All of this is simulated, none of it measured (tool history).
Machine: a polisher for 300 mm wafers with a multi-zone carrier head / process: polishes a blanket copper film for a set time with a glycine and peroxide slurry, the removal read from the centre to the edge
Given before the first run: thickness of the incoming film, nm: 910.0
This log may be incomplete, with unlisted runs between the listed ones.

run	hour	flow of slurry (ml/min)	pressure of the head's centre zone	pressure of the head's middle zone	pressure of the head's edge zone	polishing time (s)	film removed at the wafer's centre (nm)	film removed at mid-radius (nm)	film removed at the wafer's edge (nm)
1	0	185	1	1	1	71	309.73	317.1	303.15
2	9	185	1	1	1	85	375.28	385.47	374.7
3	13.9	180	0.98	1.01	1	85	363.49	388.08	371.91
4	18.4	175	0.97	1.01	1	85	359.5	385.05	368.85
5	22.2	175	0.97	1.01	1	91	385.06	415.54	394.58
6	28.6	175	0.97	1.01	1	82	349.92	361.02	355.05
7	34.5	175	0.97	1.01	1	82	346.51	368.44	356.5
8	43	170	0.96	1.02	1	82	340.39	369.59	357.41

What will run 9 give?
9	47.4	165	0.95	1.03	1	82	?	?	?

Logged for run 9: film removed at the wafer's centre (nm) 337.54, film removed at mid-radius (nm) 374.55, film removed at the wafer's edge (nm) 348.78.

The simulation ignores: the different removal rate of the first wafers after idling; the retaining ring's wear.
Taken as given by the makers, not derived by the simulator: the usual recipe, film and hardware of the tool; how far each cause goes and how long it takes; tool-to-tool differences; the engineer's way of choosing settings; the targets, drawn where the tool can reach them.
